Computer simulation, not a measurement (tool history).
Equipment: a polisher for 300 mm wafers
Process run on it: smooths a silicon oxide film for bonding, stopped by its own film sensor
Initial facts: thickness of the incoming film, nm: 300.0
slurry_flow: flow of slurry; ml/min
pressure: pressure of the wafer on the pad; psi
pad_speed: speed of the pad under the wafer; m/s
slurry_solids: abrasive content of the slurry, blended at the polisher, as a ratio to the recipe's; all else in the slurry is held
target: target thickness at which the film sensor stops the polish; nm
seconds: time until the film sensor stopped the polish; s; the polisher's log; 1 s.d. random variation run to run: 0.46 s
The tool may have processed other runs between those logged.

| run | day | slurry_flow | pressure | pad_speed | slurry_solids | target | seconds |
|---|---|---|---|---|---|---|---|
| 1 | 0.000 | 285 | 1.7 | 0.94 | 1.0 | 268 | 48.167 |
| 2 | 0.083 | 285 | 1.7 | 0.94 | 1.0 | 272 | 41.577 |
| 3 | 0.221 | 285 | 1.8 | 0.94 | 1.0 | 272 | 40.241 |
| 4 | 0.350 | 245 | 1.8 | 0.94 | 1.0 | 272 | 41.811 |
| 5 | 0.533 | 245 | 1.4 | 0.94 | 1.0 | 272 | 51.129 |
| 6 | 0.725 | 245 | 1.2 | 0.94 | 1.0 | 272 | 55.661 |

Run 7 comes next. What will it give?
| 7 | 0.821 | 245 | 1.7 | 1.04 | 1.0 | 272 | ? |

seconds: 39.500 s

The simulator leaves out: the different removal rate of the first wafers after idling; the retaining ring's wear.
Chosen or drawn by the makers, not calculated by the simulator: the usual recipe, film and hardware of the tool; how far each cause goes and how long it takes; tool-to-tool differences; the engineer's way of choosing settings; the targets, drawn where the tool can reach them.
